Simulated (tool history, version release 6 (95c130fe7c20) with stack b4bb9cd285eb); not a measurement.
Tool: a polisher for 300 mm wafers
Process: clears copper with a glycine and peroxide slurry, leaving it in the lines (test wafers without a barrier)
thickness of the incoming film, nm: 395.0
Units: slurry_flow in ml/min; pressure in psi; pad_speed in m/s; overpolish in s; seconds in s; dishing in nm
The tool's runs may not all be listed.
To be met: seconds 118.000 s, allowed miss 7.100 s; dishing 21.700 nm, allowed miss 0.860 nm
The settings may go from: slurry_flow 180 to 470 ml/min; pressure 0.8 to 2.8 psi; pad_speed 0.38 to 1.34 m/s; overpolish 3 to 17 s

run 1 hour=0.0 | slurry_flow=300 pressure=1.8 pad_speed=0.86 overpolish=9 | seconds=98.077 dishing=26.150
run 2 hour=1.0 | slurry_flow=300 pressure=1.7 pad_speed=0.86 overpolish=9 | seconds=102.390 dishing=24.677
run 3 hour=8.0 | slurry_flow=350 pressure=1.7 pad_speed=0.86 overpolish=9 | seconds=101.010 dishing=24.979
run 4 hour=12.3 | slurry_flow=350 pressure=1.7 pad_speed=1.02 overpolish=9 | seconds=94.191 dishing=27.175
run 5 hour=17.7 | slurry_flow=350 pressure=1.6 pad_speed=1.02 overpolish=9 | seconds=96.796 dishing=25.281
run 6 hour=22.2 | slurry_flow=350 pressure=1.6 pad_speed=1.16 overpolish=9 | seconds=89.136 dishing=27.296
run 7 hour=23.7 | slurry_flow=350 pressure=1.4 pad_speed=1.14 overpolish=9 | seconds=99.998 dishing=25.077
run 8 hour=29.7 | slurry_flow=350 pressure=1.3 pad_speed=1.14 overpolish=9 | seconds=103.470 dishing=23.595
run 9 hour=37.9 | slurry_flow=350 pressure=1.2 pad_speed=1.14 overpolish=9 | seconds=109.530 dishing=22.430

Which of these 5 next moves meets every target?
run A hour=46.1 | slurry_flow=340 pressure=1.1 pad_speed=0.88 overpolish=11 | seconds=? dishing=?
run B hour=46.1 | slurry_flow=345 pressure=1.0 pad_speed=1.28 overpolish=10 | seconds=? dishing=?
run C hour=46.1 | slurry_flow=325 pressure=0.8 pad_speed=1.12 overpolish=12 | seconds=? dishing=?
run D hour=46.1 | slurry_flow=380 pressure=1.3 pad_speed=1.14 overpolish=8 | seconds=? dishing=?
run E hour=46.1 | slurry_flow=290 pressure=1.1 pad_speed=1.20 overpolish=9 | seconds=? dishing=?

move=A seconds=130.780 dishing=23.062
move=B seconds=115.440 dishing=23.441
move=C seconds=141.280 dishing=22.974
move=D seconds=102.770 dishing=21.488
move=E seconds=114.050 dishing=21.645
A: takes the result that was furthest off past its target
B: brings the result that was furthest off to its target, and leaves another outside
C: takes the result that was furthest off past its target
D: further off than the last run
E: meets every target
The right move is E.

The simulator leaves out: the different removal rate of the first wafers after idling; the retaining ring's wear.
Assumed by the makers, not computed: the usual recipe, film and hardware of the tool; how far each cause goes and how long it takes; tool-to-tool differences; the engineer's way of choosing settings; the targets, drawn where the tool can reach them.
